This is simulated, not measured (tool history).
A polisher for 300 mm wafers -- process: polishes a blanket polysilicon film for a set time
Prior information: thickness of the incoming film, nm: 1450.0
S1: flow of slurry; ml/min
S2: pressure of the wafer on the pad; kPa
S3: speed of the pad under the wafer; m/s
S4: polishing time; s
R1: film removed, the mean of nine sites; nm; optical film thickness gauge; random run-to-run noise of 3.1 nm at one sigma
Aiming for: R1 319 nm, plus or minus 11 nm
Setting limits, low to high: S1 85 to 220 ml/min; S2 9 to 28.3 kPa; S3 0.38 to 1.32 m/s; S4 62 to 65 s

{"run": 1, "hour": 0.0, "S1": 140, "S2": 18.6, "S3": 0.84, "S4": 62, "R1": 394.6}
{"run": 2, "hour": 2.1, "S1": 140, "S2": 17.9, "S3": 0.84, "S4": 62, "R1": 374.91}
{"run": 3, "hour": 7.6, "S1": 140, "S2": 21.4, "S3": 0.84, "S4": 62, "R1": 449.98}
{"run": 4, "hour": 14.5, "S1": 140, "S2": 21.4, "S3": 0.7, "S4": 62, "R1": 382.65}
{"run": 5, "hour": 22.2, "S1": 140, "S2": 25.5, "S3": 0.7, "S4": 62, "R1": 445.08}
{"run": 6, "hour": 28.1, "S1": 140, "S2": 24.8, "S3": 0.7, "S4": 62, "R1": 433.39}
{"run": 7, "hour": 32.8, "S1": 140, "S2": 24.1, "S3": 0.7, "S4": 62, "R1": 421.51}
{"run": 8, "hour": 35.4, "S1": 140, "S2": 23.4, "S3": 0.7, "S4": 62, "R1": 405.79}
{"run": 9, "hour": 39.1, "S1": 140, "S2": 22.8, "S3": 0.7, "S4": 62, "R1": 406.91}
{"run": 10, "hour": 44.2, "S1": 140, "S2": 22.1, "S3": 0.7, "S4": 62, "R1": 385.16}
{"hour": 51.7, "done": "head pressure recalibrated"}
{"run": 11, "hour": 51.7, "S1": 140, "S2": 21.4, "S3": 0.7, "S4": 62, "R1": 420.69}
{"run": 12, "hour": 59.2, "S1": 120, "S2": 16.5, "S3": 0.62, "S4": 62, "R1": 279.03}
{"run": 13, "hour": 67.4, "S1": 125, "S2": 16.5, "S3": 0.62, "S4": 62, "R1": 280.72}
{"run": 14, "hour": 73.9, "S1": 130, "S2": 16.5, "S3": 0.62, "S4": 62, "R1": 288.6}

Exercise: of the 4 proposed moves below, exactly one satisfies all targets within the stated allowed misses. Which move is it?
{"run": "A", "hour": 80.4, "S1": 150, "S2": 18.6, "S3": 0.48, "S4": 65, "R1": "?"}
{"run": "B", "hour": 80.4, "S1": 125, "S2": 16.5, "S3": 0.66, "S4": 65, "R1": "?"}
{"run": "C", "hour": 80.4, "S1": 140, "S2": 15.9, "S3": 0.62, "S4": 62, "R1": "?"}
{"run": "D", "hour": 80.4, "S1": 145, "S2": 14.5, "S3": 0.7, "S4": 63, "R1": "?"}

move=A R1=272.27
move=B R1=317.18
move=C R1=280.15
move=D R1=295.11
A: the biggest miss grows against the last run
B: all results land within tolerance of their targets
C: the biggest miss grows against the last run
D: gains on the last run, yet a result remains outside its allowed miss
The right move is B.

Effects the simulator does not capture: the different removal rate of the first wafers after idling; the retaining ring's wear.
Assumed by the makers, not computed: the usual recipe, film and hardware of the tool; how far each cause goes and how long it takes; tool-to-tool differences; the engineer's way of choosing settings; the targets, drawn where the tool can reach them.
